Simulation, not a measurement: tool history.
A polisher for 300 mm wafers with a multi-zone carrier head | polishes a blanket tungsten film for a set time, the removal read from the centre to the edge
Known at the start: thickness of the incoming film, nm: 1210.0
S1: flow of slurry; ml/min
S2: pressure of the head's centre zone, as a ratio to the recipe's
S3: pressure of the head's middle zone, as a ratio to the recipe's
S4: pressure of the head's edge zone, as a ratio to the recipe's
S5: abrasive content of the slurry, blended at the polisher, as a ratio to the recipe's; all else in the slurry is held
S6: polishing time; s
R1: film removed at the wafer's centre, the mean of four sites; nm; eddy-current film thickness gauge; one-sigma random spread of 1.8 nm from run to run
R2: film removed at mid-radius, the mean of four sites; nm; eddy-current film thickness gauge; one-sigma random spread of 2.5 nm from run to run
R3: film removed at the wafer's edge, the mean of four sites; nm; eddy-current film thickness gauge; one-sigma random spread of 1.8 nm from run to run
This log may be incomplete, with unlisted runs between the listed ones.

run	hour	S1	S2	S3	S4	S5	S6	R1	R2	R3
1	0.0	155	1.00	1.00	1.00	1.00	39	188.94	187.16	186.13
2	6.6	175	1.00	1.00	1.00	1.00	39	193.99	190.71	191.56
3	13.3	215	1.00	1.00	1.00	1.00	39	199.55	198.13	194.72
4	15.3	215	0.93	1.00	1.00	1.00	39	191.37	198.71	195.25
# hour 18.0: worn pad replaced by a new one
5	18.0	215	0.98	1.00	1.00	1.00	39	224.22	226.95	220.98
6	19.0	235	0.98	1.00	1.00	1.00	39	229.04	229.82	224.58
7	23.1	235	0.98	1.00	1.00	1.00	39	227.85	227.80	225.06
8	25.7	235	0.99	1.04	1.02	1.10	39	234.61	238.36	229.97
9	34.3	235	0.99	1.07	1.02	1.20	40	244.25	256.52	243.56
10	38.1	235	1.00	1.09	1.02	1.25	40	252.21	261.30	245.72

Predict the results of run 11:
11	47.0	235	0.99	1.11	1.02	1.30	41	?	?	?

{"run 11": {"R1": 259.67, "R2": 279.58, "R3": 255.63}}
